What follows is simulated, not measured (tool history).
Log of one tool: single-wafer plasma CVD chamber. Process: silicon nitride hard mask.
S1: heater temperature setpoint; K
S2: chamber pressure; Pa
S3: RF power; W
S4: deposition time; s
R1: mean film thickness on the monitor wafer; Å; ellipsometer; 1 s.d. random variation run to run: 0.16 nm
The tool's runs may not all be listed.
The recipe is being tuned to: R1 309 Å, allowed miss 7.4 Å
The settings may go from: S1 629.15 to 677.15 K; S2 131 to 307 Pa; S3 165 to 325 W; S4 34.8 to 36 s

run 1 hour=0 | S1=653.15 S2=219 S3=245 S4=34.8 | R1=392.84
run 2 hour=4.3 | S1=653.15 S2=207 S3=235 S4=34.8 | R1=369.41
run 3 hour=6.2 | S1=643.15 S2=207 S3=235 S4=34.8 | R1=370.24
run 4 hour=12.1 | S1=643.15 S2=196 S3=230 S4=34.8 | R1=359.66
run 5 hour=15.6 | S1=643.15 S2=196 S3=230 S4=36 | R1=372.37
run 6 hour=18.6 | S1=643.15 S2=188 S3=225 S4=35.9 | R1=357.54
run 7 hour=26.4 | S1=643.15 S2=180 S3=220 S4=35.9 | R1=344.19
run 8 hour=33.6 | S1=643.15 S2=136 S3=205 S4=35.8 | R1=289.56
run 9 hour=34.4 | S1=643.15 S2=140 S3=205 S4=35.8 | R1=290.86
run 10 hour=42.3 | S1=643.15 S2=144 S3=205 S4=35.8 | R1=296.45
run 11 hour=51.3 | S1=643.15 S2=147 S3=205 S4=35.8 | R1=296.59
run 12 hour=54 | S1=643.15 S2=149 S3=205 S4=35.8 | R1=297.73

Exercise: of the 4 proposed moves below, exactly one satisfies all targets within the stated allowed misses. Which move is it?
run A hour=56.7 | S1=639.15 S2=155 S3=215 S4=36 | R1=?
run B hour=56.7 | S1=641.15 S2=159 S3=205 S4=36 | R1=?
run C hour=56.7 | S1=642.15 S2=183 S3=205 S4=36 | R1=?
run D hour=56.7 | S1=642.15 S2=156 S3=195 S4=36 | R1=?

move=A R1=317.7
move=B R1=307.76
move=C R1=324.95
move=D R1=292.18
A: moves the result that the last run missed by most past its target, out the other side
B: all results in spec
C: moves the result that the last run missed by most past its target, out the other side
D: further off than the last run
B is the move that brings every result within its allowed miss.
